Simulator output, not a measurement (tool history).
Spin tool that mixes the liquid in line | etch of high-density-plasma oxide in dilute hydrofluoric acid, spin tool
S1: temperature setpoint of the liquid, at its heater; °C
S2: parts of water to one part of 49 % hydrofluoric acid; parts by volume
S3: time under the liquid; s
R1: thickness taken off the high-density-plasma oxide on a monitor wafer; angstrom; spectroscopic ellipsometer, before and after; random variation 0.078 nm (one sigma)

run 1 day=0 | S1=26 S2=260 S3=310 | R1=125.63
run 2 day=0.025 | S1=26 S2=165 S3=310 | R1=220.71
run 3 day=0.146 | S1=24.5 S2=180 S3=310 | R1=190.43
run 4 day=0.383 | S1=24.5 S2=220 S3=310 | R1=145.86
run 5 day=0.462 | S1=24.5 S2=250 S3=310 | R1=125.74
run 6 day=0.671 | S1=24.5 S2=250 S3=335 | R1=135.32

Run 7 comes next. What will it give?
run 7 day=0.854 | S1=23.5 S2=250 S3=335 | R1=?

{"run 7": {"R1": 132.49}}
